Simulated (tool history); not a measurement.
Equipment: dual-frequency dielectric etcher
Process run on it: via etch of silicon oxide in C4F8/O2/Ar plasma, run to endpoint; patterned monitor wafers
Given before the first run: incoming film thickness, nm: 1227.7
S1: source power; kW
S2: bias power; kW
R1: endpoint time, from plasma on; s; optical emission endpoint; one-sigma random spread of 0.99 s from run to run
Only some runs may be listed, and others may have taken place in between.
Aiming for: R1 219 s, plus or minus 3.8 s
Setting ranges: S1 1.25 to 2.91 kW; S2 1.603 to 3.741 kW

run    day    S1     S2      R1
  1      0  2.08  2.672  239.66
  2  0.112  1.79  2.672  261.91
  3  0.392  1.48  2.672  294.65
  4  0.754  1.48  2.868  286.76
  5  0.879  1.48  3.303   277.9
  6  1.088  1.64   3.33  259.67
  7  1.346  1.75  3.345  249.01
  8    1.4  1.83  3.355  240.93
  9  1.683  1.89  3.362  236.76
 10  1.988  1.94  3.368  233.88
 11  2.283   2.3  3.446  211.39
 12    2.5  2.27  3.441  212.26
 13  2.762  2.25  3.437  213.48
 14  2.892  2.23  3.434  215.06
 15  2.988  2.23  3.434  214.38

Which one of the following 5 next-run settings gets every result inside its allowed miss? There is exactly one.
  A  3.083   2.3  3.485   ?
  B  3.083  2.45  3.463   ?
  C  3.083  2.32  3.666   ?
  D  3.083  2.15   3.37   ?
  E  3.083  2.34  3.741   ?

move      R1
   A  210.92
   B  204.41
   C  207.02
   D  220.73
   E  204.92
A: the biggest miss grows against the last run
B: the biggest miss grows against the last run
C: the biggest miss grows against the last run
D: all results land within tolerance of their targets
E: the biggest miss grows against the last run
The move that meets every target is D.
